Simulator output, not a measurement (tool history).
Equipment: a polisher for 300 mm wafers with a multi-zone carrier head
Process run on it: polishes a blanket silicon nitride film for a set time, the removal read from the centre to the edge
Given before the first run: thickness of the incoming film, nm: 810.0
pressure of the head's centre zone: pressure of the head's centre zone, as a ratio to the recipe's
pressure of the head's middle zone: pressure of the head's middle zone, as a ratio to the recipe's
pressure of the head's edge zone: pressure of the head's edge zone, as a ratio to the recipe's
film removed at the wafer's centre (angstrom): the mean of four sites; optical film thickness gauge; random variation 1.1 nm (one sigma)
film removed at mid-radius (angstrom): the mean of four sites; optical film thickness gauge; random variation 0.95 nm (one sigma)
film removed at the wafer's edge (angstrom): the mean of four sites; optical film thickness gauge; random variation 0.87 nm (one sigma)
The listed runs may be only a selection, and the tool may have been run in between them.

run  hour  flow of slurry (ml/min)  pressure of the head's centre zone  pressure of the head's middle zone  pressure of the head's edge zone  polishing time (s)  film removed at the wafer's centre (angstrom)  film removed at mid-radius (angstrom)  film removed at the wafer's edge (angstrom)
  1     0                      125                                   1                                   1                                 1                  75                                         950.38                                 999.01                                       1048.3
  2   8.2                      125                                   1                                   1                              1.08                  75                                          962.5                                 989.29                                       1064.9
  3  16.9                      140                                1.05                                1.01                              1.06                  74                                         998.64                                 998.43                                       1061.3
  4  20.8                      155                                1.09                                1.01                              0.99                  74                                         1095.1                                 1029.5                                       1064.8
  5  23.8                      155                                1.09                                1.01                              0.99                  60                                         869.93                                 829.26                                       863.41
  6  31.2                      155                                1.14                                1.01                              0.99                  60                                         912.14                                 824.95                                       849.09
  7  33.2                      190                                1.19                                1.08                              1.06                  73                                         1202.3                                 1077.8                                       1088.1

Run 8 comes next. What will it give?
  8  40.3                      185                                1.19                                1.08                              1.04                  73                                              ?                                      ?                                            ?

Run 8 came out at film removed at the wafer's centre (angstrom) 1188.7, film removed at mid-radius (angstrom) 1089.4, film removed at the wafer's edge (angstrom) 1076.5.

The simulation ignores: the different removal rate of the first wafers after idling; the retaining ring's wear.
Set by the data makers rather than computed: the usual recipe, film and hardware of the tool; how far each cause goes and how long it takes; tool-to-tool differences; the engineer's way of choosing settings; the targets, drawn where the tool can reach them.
